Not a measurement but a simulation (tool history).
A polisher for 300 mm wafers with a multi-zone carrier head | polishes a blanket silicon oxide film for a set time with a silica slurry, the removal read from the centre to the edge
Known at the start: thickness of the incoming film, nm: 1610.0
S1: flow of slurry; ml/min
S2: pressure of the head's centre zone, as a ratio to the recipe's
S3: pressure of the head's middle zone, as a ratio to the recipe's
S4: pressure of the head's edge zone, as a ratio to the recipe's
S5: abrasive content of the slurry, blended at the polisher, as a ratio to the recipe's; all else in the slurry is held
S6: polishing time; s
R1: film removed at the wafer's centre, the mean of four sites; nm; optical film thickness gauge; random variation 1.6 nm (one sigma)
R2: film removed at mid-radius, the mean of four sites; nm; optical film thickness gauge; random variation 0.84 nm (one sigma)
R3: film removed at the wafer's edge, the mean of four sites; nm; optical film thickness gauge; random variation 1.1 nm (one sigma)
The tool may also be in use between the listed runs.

run,day,S1,S2,S3,S4,S5,S6,R1,R2,R3
1,0,175,1,1,1,1,53,199.33,196.05,207.44
2,0.238,175,1.01,1.01,0.98,0.95,51,191.77,186.05,193.23
3,0.521,175,1.02,1.02,0.96,0.9,49,176.43,177.32,176.01
4,0.6,175,1.03,1.01,0.94,0.85,48,166.18,166.16,167.09
5,0.712,175,0.95,1.01,0.94,0.85,48,156.65,164.78,168.8
6,0.821,175,0.95,1.01,0.94,0.85,55,179.24,191.5,194.3
7,1.112,175,0.98,1.01,0.92,0.8,53,175.34,178.37,175.28
8,1.171,170,0.99,1.01,0.9,0.75,52,163.23,165.37,160.75
9,1.238,165,1,1.01,0.89,0.7,52,159.33,157.23,158.87
10,1.488,170,1.01,1.01,0.88,0.65,51,147.69,149.14,145.99
11,1.804,175,1.03,1.01,0.87,0.65,50,149.87,147.01,140.33

The next listed run, before its measurement:
12,2.05,180,1.04,1.01,0.86,0.65,50,?,?,?

{"run 12": {"R1": 157.06, "R2": 147.77, "R3": 142.49}}
